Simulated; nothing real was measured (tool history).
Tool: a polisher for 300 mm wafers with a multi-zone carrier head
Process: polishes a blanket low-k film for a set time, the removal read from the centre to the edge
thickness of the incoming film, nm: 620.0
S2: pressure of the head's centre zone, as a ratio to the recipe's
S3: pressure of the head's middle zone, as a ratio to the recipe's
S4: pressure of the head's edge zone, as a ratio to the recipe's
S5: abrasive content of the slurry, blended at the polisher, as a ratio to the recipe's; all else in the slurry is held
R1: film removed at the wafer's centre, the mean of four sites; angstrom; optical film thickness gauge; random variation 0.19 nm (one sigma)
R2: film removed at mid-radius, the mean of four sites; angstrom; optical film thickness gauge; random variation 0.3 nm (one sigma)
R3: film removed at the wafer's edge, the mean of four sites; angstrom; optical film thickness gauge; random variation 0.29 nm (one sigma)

Run 1, hour 0: flow of slurry (ml/min) 190, S2 1, S3 1, S4 1, S5 1, polishing time (s) 59. Result: R1 238.77 angstrom, R2 217.69 angstrom, R3 215.85 angstrom.
Run 2, hour 3.2: flow of slurry (ml/min) 200, S2 1, S3 1.03, S4 1.03, S5 1, polishing time (s) 59. Result: R1 242.27 angstrom, R2 226 angstrom, R3 219.38 angstrom.
Run 3, hour 9.7: flow of slurry (ml/min) 200, S2 1.03, S3 1.03, S4 1.03, S5 1, polishing time (s) 59. Result: R1 244.86 angstrom, R2 226.88 angstrom, R3 222.72 angstrom.
Run 4, hour 15.4: flow of slurry (ml/min) 210, S2 1.04, S3 1.05, S4 1.05, S5 1, polishing time (s) 59. Result: R1 249.1 angstrom, R2 232.62 angstrom, R3 219.99 angstrom.
Run 5, hour 18.3: flow of slurry (ml/min) 210, S2 1.04, S3 1.01, S4 1.05, S5 1, polishing time (s) 59. Result: R1 249.88 angstrom, R2 220.73 angstrom, R3 225.23 angstrom.
Run 6, hour 21: flow of slurry (ml/min) 210, S2 1.1, S3 1.01, S4 1.05, S5 1, polishing time (s) 59. Result: R1 261 angstrom, R2 221.87 angstrom, R3 222.11 angstrom.
Run 7, hour 21.6: flow of slurry (ml/min) 215, S2 1.09, S3 1.03, S4 1.07, S5 1.05, polishing time (s) 59. Result: R1 264.62 angstrom, R2 232.37 angstrom, R3 227.92 angstrom.
Run 8, hour 29.3: flow of slurry (ml/min) 220, S2 1.08, S3 1.04, S4 1.09, S5 1.1, polishing time (s) 59. Result: R1 266.05 angstrom, R2 243.44 angstrom, R3 234.83 angstrom.
Run 9, hour 36.8: flow of slurry (ml/min) 225, S2 1.07, S3 1.05, S4 1.1, S5 1.1, polishing time (s) 59. Result: R1 267.5 angstrom, R2 247.65 angstrom, R3 237.16 angstrom.
Run 10, hour 38.2: flow of slurry (ml/min) 230, S2 1.06, S3 1.06, S4 1.11, S5 1.1, polishing time (s) 59. Result: R1 271.59 angstrom, R2 247.08 angstrom, R3 235.76 angstrom.
Run 11, hour 39: flow of slurry (ml/min) 225, S2 1.05, S3 1.07, S4 1.12, S5 1.15, polishing time (s) 59. Result: R1 268.53 angstrom, R2 254.65 angstrom, R3 239.99 angstrom.

Forecast run 12:
Run 12, hour 48: flow of slurry (ml/min) 225, S2 1.04, S3 1.07, S4 1.13, S5 1.15, polishing time (s) 59. Result: R1 ?, R2 ?, R3 ?.

{"run 12": {"R1": 265.62, "R2": 256.16, "R3": 244.15}}

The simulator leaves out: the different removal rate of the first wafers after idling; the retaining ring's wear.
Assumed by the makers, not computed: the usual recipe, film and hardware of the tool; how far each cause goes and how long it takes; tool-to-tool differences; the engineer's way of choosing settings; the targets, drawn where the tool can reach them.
